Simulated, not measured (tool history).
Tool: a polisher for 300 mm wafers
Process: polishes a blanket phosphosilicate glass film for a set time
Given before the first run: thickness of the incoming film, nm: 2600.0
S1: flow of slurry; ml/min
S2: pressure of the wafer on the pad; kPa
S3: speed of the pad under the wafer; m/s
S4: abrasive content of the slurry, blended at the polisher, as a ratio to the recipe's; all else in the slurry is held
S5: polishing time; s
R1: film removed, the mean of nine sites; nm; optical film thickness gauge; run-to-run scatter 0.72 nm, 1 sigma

Run 1, hour 0.0: S1 140 ml/min, S2 15.2 kPa, S3 1.00 m/s, S4 1.0, S5 50 s. Result: R1 273.47 nm.
Run 2, hour 7.1: S1 135 ml/min, S2 13.8 kPa, S3 0.96 m/s, S4 1.0, S5 50 s. Result: R1 238.68 nm.
Run 3, hour 10.1: S1 130 ml/min, S2 12.4 kPa, S3 0.92 m/s, S4 1.0, S5 50 s. Result: R1 205.57 nm.
Run 4, hour 18.7: S1 130 ml/min, S2 12.4 kPa, S3 0.92 m/s, S4 1.1, S5 50 s. Result: R1 219.83 nm.
Run 5, hour 20.0: S1 125 ml/min, S2 11.7 kPa, S3 0.88 m/s, S4 1.1, S5 50 s. Result: R1 198.59 nm.
Run 6, hour 28.9: S1 120 ml/min, S2 11.0 kPa, S3 0.86 m/s, S4 1.1, S5 50 s. Result: R1 183.38 nm.

The next listed run, before its measurement:
Run 7, hour 31.9: S1 115 ml/min, S2 10.3 kPa, S3 0.84 m/s, S4 1.1, S5 50 s. Result: R1 ?.

R1: 165.32 nm
